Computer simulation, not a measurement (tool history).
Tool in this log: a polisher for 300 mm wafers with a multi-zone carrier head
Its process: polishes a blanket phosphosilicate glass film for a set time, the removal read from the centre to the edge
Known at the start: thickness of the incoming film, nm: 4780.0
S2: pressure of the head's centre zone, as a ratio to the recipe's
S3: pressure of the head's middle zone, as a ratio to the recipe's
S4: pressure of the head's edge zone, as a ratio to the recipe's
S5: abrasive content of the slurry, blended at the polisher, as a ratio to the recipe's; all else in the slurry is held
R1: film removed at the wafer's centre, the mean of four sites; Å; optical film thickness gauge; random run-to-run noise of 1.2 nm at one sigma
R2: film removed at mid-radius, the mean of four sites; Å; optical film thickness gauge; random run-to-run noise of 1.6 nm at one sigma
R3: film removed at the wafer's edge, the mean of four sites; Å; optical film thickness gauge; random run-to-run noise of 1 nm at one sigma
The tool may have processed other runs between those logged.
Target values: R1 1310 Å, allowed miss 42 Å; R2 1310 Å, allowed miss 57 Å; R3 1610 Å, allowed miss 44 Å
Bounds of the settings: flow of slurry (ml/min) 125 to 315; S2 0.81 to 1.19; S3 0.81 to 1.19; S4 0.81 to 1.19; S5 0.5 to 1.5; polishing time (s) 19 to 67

{"run": 1, "hour": 0.0, "flow of slurry (ml/min)": 205, "S2": 1, "S3": 1, "S4": 1, "S5": 1, "polishing time (s)": 43, "R1": 2951, "R2": 2840, "R3": 2913.1}
{"run": 2, "hour": 0.6, "flow of slurry (ml/min)": 205, "S2": 1, "S3": 1, "S4": 0.96, "S5": 1, "polishing time (s)": 43, "R1": 2898.3, "R2": 2782.5, "R3": 2839.4}
{"run": 3, "hour": 3.7, "flow of slurry (ml/min)": 205, "S2": 1, "S3": 1, "S4": 1.02, "S5": 1, "polishing time (s)": 43, "R1": 2932.3, "R2": 2765.9, "R3": 2918.5}
{"run": 4, "hour": 10.2, "flow of slurry (ml/min)": 200, "S2": 0.98, "S3": 0.98, "S4": 1.02, "S5": 0.95, "polishing time (s)": 41, "R1": 2651.5, "R2": 2513, "R3": 2718.6}
{"run": 5, "hour": 13.7, "flow of slurry (ml/min)": 200, "S2": 0.98, "S3": 0.98, "S4": 1.02, "S5": 0.95, "polishing time (s)": 48, "R1": 3067.8, "R2": 2955.8, "R3": 3169.8}
{"run": 6, "hour": 21.7, "flow of slurry (ml/min)": 195, "S2": 0.96, "S3": 0.97, "S4": 1.01, "S5": 0.9, "polishing time (s)": 46, "R1": 2758.4, "R2": 2743.7, "R3": 2908.4}
{"run": 7, "hour": 22.9, "flow of slurry (ml/min)": 190, "S2": 0.95, "S3": 0.95, "S4": 1.01, "S5": 0.85, "polishing time (s)": 44, "R1": 2515.2, "R2": 2446.3, "R3": 2646.2}
{"run": 8, "hour": 26.5, "flow of slurry (ml/min)": 185, "S2": 0.93, "S3": 0.94, "S4": 1.01, "S5": 0.8, "polishing time (s)": 43, "R1": 2246.5, "R2": 2178.1, "R3": 2396.6}
{"run": 9, "hour": 34.4, "flow of slurry (ml/min)": 180, "S2": 0.92, "S3": 0.93, "S4": 1.02, "S5": 0.75, "polishing time (s)": 43, "R1": 2028.8, "R2": 2037.1, "R3": 2300.6}
{"run": 10, "hour": 40.3, "flow of slurry (ml/min)": 175, "S2": 0.91, "S3": 0.92, "S4": 1.01, "S5": 0.7, "polishing time (s)": 43, "R1": 1894.7, "R2": 1883.7, "R3": 2097.9}
{"run": 11, "hour": 44.3, "flow of slurry (ml/min)": 135, "S2": 0.81, "S3": 0.82, "S4": 1.11, "S5": 0.5, "polishing time (s)": 39, "R1": 810.74, "R2": 860.35, "R3": 1124.3}
{"run": 12, "hour": 44.9, "flow of slurry (ml/min)": 190, "S2": 0.88, "S3": 0.88, "S4": 1.14, "S5": 0.5, "polishing time (s)": 39, "R1": 978.07, "R2": 957.22, "R3": 1186.4}

Consider the 5 candidate settings below. Which is the only one whose results all fall within their allowed miss of target?
{"run": "A", "hour": 45.5, "flow of slurry (ml/min)": 135, "S2": 0.89, "S3": 0.89, "S4": 1.11, "S5": 0.5, "polishing time (s)": 56, "R1": "?", "R2": "?", "R3": "?"}
{"run": "B", "hour": 45.5, "flow of slurry (ml/min)": 140, "S2": 0.89, "S3": 0.87, "S4": 1.11, "S5": 0.6, "polishing time (s)": 45, "R1": "?", "R2": "?", "R3": "?"}
{"run": "C", "hour": 45.5, "flow of slurry (ml/min)": 200, "S2": 1.01, "S3": 0.89, "S4": 1.08, "S5": 0.55, "polishing time (s)": 41, "R1": "?", "R2": "?", "R3": "?"}
{"run": "D", "hour": 45.5, "flow of slurry (ml/min)": 235, "S2": 0.99, "S3": 0.95, "S4": 1.07, "S5": 0.5, "polishing time (s)": 26, "R1": "?", "R2": "?", "R3": "?"}
{"run": "E", "hour": 45.5, "flow of slurry (ml/min)": 195, "S2": 0.84, "S3": 0.82, "S4": 1.16, "S5": 0.65, "polishing time (s)": 41, "R1": "?", "R2": "?", "R3": "?"}

move=A R1=1308.5 R2=1276.9 R3=1618.7
move=B R1=1492.9 R2=1431.6 R3=1840.3
move=C R1=1447.6 R2=1230.4 R3=1505.2
move=D R1=759.75 R2=689.01 R3=794.57
move=E R1=1547.7 R2=1496.6 R3=2015.6
A: each result inside its tolerance
B: pushes the last run's worst result past its target
C: gains on the last run, yet a result remains outside its allowed miss
D: further off than the last run
E: pushes the last run's worst result past its target
A is the move that brings every result within its allowed miss.

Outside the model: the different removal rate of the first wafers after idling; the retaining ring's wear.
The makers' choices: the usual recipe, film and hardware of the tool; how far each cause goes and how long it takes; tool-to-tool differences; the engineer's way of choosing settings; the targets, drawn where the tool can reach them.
